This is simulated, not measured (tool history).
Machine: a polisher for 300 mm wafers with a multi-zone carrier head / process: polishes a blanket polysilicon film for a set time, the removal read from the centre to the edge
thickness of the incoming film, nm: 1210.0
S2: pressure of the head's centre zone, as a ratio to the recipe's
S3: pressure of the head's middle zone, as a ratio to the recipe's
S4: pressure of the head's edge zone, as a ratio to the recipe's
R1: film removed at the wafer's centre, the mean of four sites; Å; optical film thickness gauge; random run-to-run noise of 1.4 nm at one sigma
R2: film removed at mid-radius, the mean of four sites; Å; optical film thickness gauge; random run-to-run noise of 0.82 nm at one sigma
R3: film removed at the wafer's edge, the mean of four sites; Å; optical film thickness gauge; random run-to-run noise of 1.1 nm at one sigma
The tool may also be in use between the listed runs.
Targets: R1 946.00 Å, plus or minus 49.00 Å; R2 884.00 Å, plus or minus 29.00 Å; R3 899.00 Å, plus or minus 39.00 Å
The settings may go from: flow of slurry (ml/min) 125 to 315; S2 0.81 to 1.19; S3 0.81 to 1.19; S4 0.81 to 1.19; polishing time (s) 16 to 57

Run 1, hour 0.0: flow of slurry (ml/min) 205, S2 1.00, S3 1.00, S4 1.00, polishing time (s) 36. Result: R1 1456.00 Å, R2 1439.90 Å, R3 1384.40 Å.
Run 2, hour 7.3: flow of slurry (ml/min) 200, S2 0.99, S3 0.96, S4 0.97, polishing time (s) 32. Result: R1 1221.40 Å, R2 1227.10 Å, R3 1249.70 Å.
Run 3, hour 7.9: flow of slurry (ml/min) 205, S2 1.02, S3 0.96, S4 0.95, polishing time (s) 28. Result: R1 1111.80 Å, R2 1055.90 Å, R3 1062.90 Å.
Run 4, hour 10.9: flow of slurry (ml/min) 205, S2 0.99, S3 0.96, S4 0.95, polishing time (s) 28. Result: R1 1110.60 Å, R2 1084.70 Å, R3 1073.30 Å.
Run 5, hour 15.7: flow of slurry (ml/min) 205, S2 0.93, S3 0.96, S4 0.95, polishing time (s) 28. Result: R1 1048.80 Å, R2 1070.30 Å, R3 1059.40 Å.
At hour 21.1: worn pad replaced by a new one.
Run 6, hour 21.1: flow of slurry (ml/min) 205, S2 0.93, S3 0.96, S4 0.95, polishing time (s) 23. Result: R1 974.09 Å, R2 955.09 Å, R3 1000.50 Å.
Run 7, hour 21.7: flow of slurry (ml/min) 205, S2 0.95, S3 0.95, S4 0.93, polishing time (s) 23. Result: R1 959.82 Å, R2 967.01 Å, R3 972.12 Å.
Run 8, hour 24.9: flow of slurry (ml/min) 210, S2 0.98, S3 0.93, S4 0.92, polishing time (s) 23. Result: R1 1021.00 Å, R2 963.83 Å, R3 971.99 Å.
Run 9, hour 29.6: flow of slurry (ml/min) 210, S2 0.98, S3 0.93, S4 0.92, polishing time (s) 23. Result: R1 959.25 Å, R2 948.60 Å, R3 968.65 Å.
Run 10, hour 31.5: flow of slurry (ml/min) 200, S2 1.01, S3 0.93, S4 0.91, polishing time (s) 23. Result: R1 1016.80 Å, R2 957.75 Å, R3 956.33 Å.
Run 11, hour 36.2: flow of slurry (ml/min) 200, S2 1.01, S3 0.93, S4 0.91, polishing time (s) 23. Result: R1 1007.30 Å, R2 934.34 Å, R3 925.68 Å.
Run 12, hour 37.3: flow of slurry (ml/min) 195, S2 1.00, S3 0.92, S4 0.91, polishing time (s) 23. Result: R1 973.62 Å, R2 934.41 Å, R3 973.70 Å.

Exercise: of the 4 proposed moves below, exactly one satisfies all targets within the stated allowed misses. Which move is it?
Run A, hour 38.4: flow of slurry (ml/min) 125, S2 0.87, S3 0.87, S4 0.92, polishing time (s) 28. Result: R1 ?, R2 ?, R3 ?.
Run B, hour 38.4: flow of slurry (ml/min) 125, S2 0.90, S3 0.87, S4 0.89, polishing time (s) 28. Result: R1 ?, R2 ?, R3 ?.
Run C, hour 38.4: flow of slurry (ml/min) 190, S2 1.01, S3 0.93, S4 0.92, polishing time (s) 22. Result: R1 ?, R2 ?, R3 ?.
Run D, hour 38.4: flow of slurry (ml/min) 145, S2 1.03, S3 0.83, S4 0.95, polishing time (s) 24. Result: R1 ?, R2 ?, R3 ?.

move      R1      R2       R3
   A  946.01  991.36  1081.80
   B  973.59  991.26  1065.50
   C  937.50  902.33   907.26
   D  978.28  848.78   967.47
A: further off than the last run
B: further off than the last run
C: every result lands within tolerance
D: an improvement on the last run, though not all results are within tolerance
The move that meets every target is C.
